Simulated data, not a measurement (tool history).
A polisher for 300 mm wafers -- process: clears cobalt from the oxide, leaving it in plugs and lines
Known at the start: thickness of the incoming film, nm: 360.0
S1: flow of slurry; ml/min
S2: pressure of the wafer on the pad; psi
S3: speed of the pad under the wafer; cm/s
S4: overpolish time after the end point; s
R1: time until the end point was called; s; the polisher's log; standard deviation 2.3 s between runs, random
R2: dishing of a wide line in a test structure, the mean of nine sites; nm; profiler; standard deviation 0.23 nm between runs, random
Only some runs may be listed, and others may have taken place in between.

run    day   S1   S2  S3  S4      R1      R2
  1  0.000  250  1.6  86   9  100.01  25.192
  2  0.083  250  1.4  84  10  117.89  24.402
  3  0.367  250  1.2  84  11  139.39  23.834
  4  0.625  250  1.1  84  11  149.62  22.149
  5  0.992  250  1.3  84  11  126.67  24.776
  6  1.104  190  1.3  84  11  133.16  24.109

Estimate the outcome of run 7 from the log above:
  7  1.338  185  1.2  84  11   ?   ?

{"run 7": {"R1": 146.89, "R2": 22.285}}
